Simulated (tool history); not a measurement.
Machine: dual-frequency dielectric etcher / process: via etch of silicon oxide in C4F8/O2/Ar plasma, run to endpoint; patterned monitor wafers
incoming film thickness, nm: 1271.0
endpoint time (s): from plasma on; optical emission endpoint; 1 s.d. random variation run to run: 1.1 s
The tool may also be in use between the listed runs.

run	hour	source power (kW)	bias power (kW)	endpoint time (s)
1	0	1.4	1.772	285.64
2	4.2	1.4	2.02	273.73
3	5.3	1.4	1.74	286.95
4	10	1.4	1.946	277.61
5	12.4	1.28	1.841	292.43
6	21.1	1.18	1.765	304.58
7	26.9	1.11	1.704	317.21
8	33.9	1.06	1.677	325.85
9	35	1.02	1.664	329.52

Forecast run 10:
10	40.4	0.84	1.54	?

{"run 10": {"endpoint time (s)": 362.21}}
